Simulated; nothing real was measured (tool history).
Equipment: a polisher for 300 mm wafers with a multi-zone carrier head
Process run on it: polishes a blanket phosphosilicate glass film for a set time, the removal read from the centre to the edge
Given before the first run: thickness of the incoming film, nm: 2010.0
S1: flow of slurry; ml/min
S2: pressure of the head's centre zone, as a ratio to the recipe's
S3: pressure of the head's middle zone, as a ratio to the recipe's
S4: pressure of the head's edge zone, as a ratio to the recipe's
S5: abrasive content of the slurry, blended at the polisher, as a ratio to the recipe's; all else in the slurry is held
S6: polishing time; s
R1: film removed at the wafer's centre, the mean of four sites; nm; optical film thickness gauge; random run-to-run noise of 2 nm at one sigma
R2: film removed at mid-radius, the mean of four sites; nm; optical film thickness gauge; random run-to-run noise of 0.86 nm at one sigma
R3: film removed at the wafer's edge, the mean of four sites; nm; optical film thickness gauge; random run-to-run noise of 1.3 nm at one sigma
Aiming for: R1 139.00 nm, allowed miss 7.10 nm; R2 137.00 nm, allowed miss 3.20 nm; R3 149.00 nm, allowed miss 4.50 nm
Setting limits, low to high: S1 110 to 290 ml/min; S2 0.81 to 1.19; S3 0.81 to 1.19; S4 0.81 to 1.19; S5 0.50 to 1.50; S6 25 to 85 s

Run 1, day 0.000: S1 185 ml/min, S2 1.00, S3 1.00, S4 1.00, S5 1.00, S6 55 s. Result: R1 276.74 nm, R2 269.00 nm, R3 261.88 nm.
Run 2, day 0.146: S1 185 ml/min, S2 0.96, S3 1.00, S4 1.00, S5 1.00, S6 55 s. Result: R1 262.03 nm, R2 269.71 nm, R3 260.82 nm.
Run 3, day 0.229: S1 185 ml/min, S2 0.88, S3 1.00, S4 1.00, S5 1.00, S6 55 s. Result: R1 241.23 nm, R2 264.96 nm, R3 256.47 nm.
Run 4, day 0.467: S1 185 ml/min, S2 0.85, S3 1.00, S4 1.00, S5 1.00, S6 55 s. Result: R1 238.69 nm, R2 270.29 nm, R3 258.66 nm.
Run 5, day 0.612: S1 180 ml/min, S2 0.85, S3 0.97, S4 0.99, S5 0.90, S6 53 s. Result: R1 205.51 nm, R2 234.32 nm, R3 231.70 nm.
Run 6, day 0.762: S1 180 ml/min, S2 0.81, S3 0.97, S4 0.99, S5 0.90, S6 53 s. Result: R1 197.76 nm, R2 235.31 nm, R3 234.19 nm.
Run 7, day 1.075: S1 175 ml/min, S2 0.84, S3 0.95, S4 0.96, S5 0.85, S6 52 s. Result: R1 190.86 nm, R2 215.91 nm, R3 217.56 nm.
Run 8, day 1.267: S1 170 ml/min, S2 0.85, S3 0.93, S4 0.94, S5 0.80, S6 51 s. Result: R1 184.69 nm, R2 200.09 nm, R3 203.85 nm.
Run 9, day 1.538: S1 120 ml/min, S2 0.81, S3 0.83, S4 0.84, S5 0.55, S6 46 s. Result: R1 103.09 nm, R2 107.52 nm, R3 116.46 nm.
Run 10, day 1.617: S1 140 ml/min, S2 0.82, S3 0.83, S4 0.85, S5 0.55, S6 46 s. Result: R1 106.11 nm, R2 111.93 nm, R3 120.35 nm.
Run 11, day 1.933: S1 155 ml/min, S2 0.84, S3 0.83, S4 0.87, S5 0.55, S6 46 s. Result: R1 113.36 nm, R2 114.50 nm, R3 123.11 nm.
Run 12, day 1.958: S1 170 ml/min, S2 0.84, S3 0.83, S4 0.89, S5 0.55, S6 46 s. Result: R1 115.72 nm, R2 115.26 nm, R3 124.81 nm.
Run 13, day 2.212: S1 175 ml/min, S2 0.84, S3 0.84, S4 0.92, S5 0.55, S6 46 s. Result: R1 116.33 nm, R2 117.43 nm, R3 128.83 nm.
Run 14, day 2.575: S1 185 ml/min, S2 0.85, S3 0.85, S4 0.94, S5 0.55, S6 46 s. Result: R1 121.16 nm, R2 120.88 nm, R3 128.87 nm.

Exactly one of the 5 candidate moves below puts every result within its allowed miss. Which one?
Run A, day 2.938: S1 140 ml/min, S2 0.82, S3 0.85, S4 0.94, S5 0.85, S6 35 s. Result: R1 ?, R2 ?, R3 ?.
Run B, day 2.938: S1 135 ml/min, S2 1.05, S3 0.88, S4 0.97, S5 0.50, S6 60 s. Result: R1 ?, R2 ?, R3 ?.
Run C, day 2.938: S1 265 ml/min, S2 0.82, S3 0.96, S4 1.13, S5 0.65, S6 41 s. Result: R1 ?, R2 ?, R3 ?.
Run D, day 2.938: S1 170 ml/min, S2 0.91, S3 0.83, S4 0.96, S5 0.70, S6 45 s. Result: R1 ?, R2 ?, R3 ?.
Run E, day 2.938: S1 185 ml/min, S2 0.92, S3 0.89, S4 1.04, S5 0.55, S6 50 s. Result: R1 ?, R2 ?, R3 ?.

move      R1      R2      R3
   A  118.47  127.17  139.48
   B  156.02  135.67  147.15
   C  125.77  147.35  154.95
   D  151.67  143.64  160.58
   E  137.12  135.77  148.08
A: moves toward the targets from the last run without getting all of them in spec
B: gets the furthest-off result to its target, but another result is out of tolerance
C: the result that was furthest off in the last run now lies on the other side of its target
D: the result that was furthest off in the last run now lies on the other side of its target
E: each result inside its tolerance
Go with E: it meets all targets.
